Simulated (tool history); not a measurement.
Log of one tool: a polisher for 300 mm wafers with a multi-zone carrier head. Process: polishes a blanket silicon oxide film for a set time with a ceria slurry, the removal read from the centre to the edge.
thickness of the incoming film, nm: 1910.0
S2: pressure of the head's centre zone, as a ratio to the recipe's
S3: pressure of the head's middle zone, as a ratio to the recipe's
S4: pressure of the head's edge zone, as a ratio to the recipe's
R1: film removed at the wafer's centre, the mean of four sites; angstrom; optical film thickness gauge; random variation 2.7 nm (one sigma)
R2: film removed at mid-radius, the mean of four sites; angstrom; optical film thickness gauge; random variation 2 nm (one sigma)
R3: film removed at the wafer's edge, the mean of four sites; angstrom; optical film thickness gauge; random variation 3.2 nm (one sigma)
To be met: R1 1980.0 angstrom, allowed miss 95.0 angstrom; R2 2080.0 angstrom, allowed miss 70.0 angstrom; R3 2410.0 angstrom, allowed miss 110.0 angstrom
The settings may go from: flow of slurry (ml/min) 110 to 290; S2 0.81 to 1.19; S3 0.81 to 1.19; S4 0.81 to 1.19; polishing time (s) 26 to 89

run 1 day=0.000 | flow_of_slurry_(ml/min)=185 S2=1.00 S3=1.00 S4=1.00 polishing_time_(s)=57 | R1=1653.9 R2=1668.8 R3=1678.4
run 2 day=0.321 | flow_of_slurry_(ml/min)=185 S2=1.07 S3=1.00 S4=1.00 polishing_time_(s)=57 | R1=1763.9 R2=1707.4 R3=1654.4
run 3 day=0.550 | flow_of_slurry_(ml/min)=230 S2=1.07 S3=1.00 S4=1.00 polishing_time_(s)=57 | R1=1796.2 R2=1719.8 R3=1690.2
run 4 day=0.583 | flow_of_slurry_(ml/min)=230 S2=1.10 S3=1.00 S4=1.00 polishing_time_(s)=57 | R1=1857.1 R2=1702.2 R3=1697.4
run 5 day=0.712 | flow_of_slurry_(ml/min)=230 S2=1.10 S3=0.94 S4=1.00 polishing_time_(s)=57 | R1=1816.8 R2=1653.2 R3=1686.9
run 6 day=1.075 | flow_of_slurry_(ml/min)=235 S2=1.04 S3=0.94 S4=1.06 polishing_time_(s)=62 | R1=1938.6 R2=1811.7 R3=1919.8
run 7 day=1.254 | flow_of_slurry_(ml/min)=235 S2=0.98 S3=0.94 S4=1.10 polishing_time_(s)=65 | R1=1880.2 R2=1866.3 R3=2019.8
run 8 day=1.333 | flow_of_slurry_(ml/min)=235 S2=0.98 S3=0.94 S4=1.10 polishing_time_(s)=65 | R1=1888.9 R2=1877.1 R3=2048.8
run 9 day=1.446 | flow_of_slurry_(ml/min)=235 S2=0.96 S3=0.94 S4=1.13 polishing_time_(s)=67 | R1=1890.5 R2=1954.1 R3=2079.7
run 10 day=1.733 | flow_of_slurry_(ml/min)=235 S2=0.96 S3=0.94 S4=1.13 polishing_time_(s)=67 | R1=1930.0 R2=1928.1 R3=2106.6
run 11 day=2.079 | flow_of_slurry_(ml/min)=240 S2=0.93 S3=0.93 S4=1.14 polishing_time_(s)=69 | R1=1950.8 R2=1997.0 R3=2210.8
run 12 day=2.312 | flow_of_slurry_(ml/min)=245 S2=0.91 S3=0.92 S4=1.15 polishing_time_(s)=70 | R1=1966.0 R2=2035.1 R3=2257.9

4 next moves are on the table. One of them brings every result within its allowed miss. Which?
run A day=2.546 | flow_of_slurry_(ml/min)=265 S2=0.83 S3=1.06 S4=1.02 polishing_time_(s)=70 | R1=? R2=? R3=?
run B day=2.546 | flow_of_slurry_(ml/min)=230 S2=1.06 S3=0.93 S4=1.07 polishing_time_(s)=69 | R1=? R2=? R3=?
run C day=2.546 | flow_of_slurry_(ml/min)=260 S2=0.96 S3=1.00 S4=1.08 polishing_time_(s)=68 | R1=? R2=? R3=?
run D day=2.546 | flow_of_slurry_(ml/min)=245 S2=0.89 S3=0.89 S4=1.16 polishing_time_(s)=75 | R1=? R2=? R3=?

move=A R1=1748.1 R2=2212.1 R3=2128.0
move=B R1=2173.4 R2=1973.0 R3=2130.9
move=C R1=1962.4 R2=2061.9 R3=2125.2
move=D R1=1992.7 R2=2098.2 R3=2424.5
A: further off than the last run
B: further off than the last run
C: further off than the last run
D: meets every target
Answer: D

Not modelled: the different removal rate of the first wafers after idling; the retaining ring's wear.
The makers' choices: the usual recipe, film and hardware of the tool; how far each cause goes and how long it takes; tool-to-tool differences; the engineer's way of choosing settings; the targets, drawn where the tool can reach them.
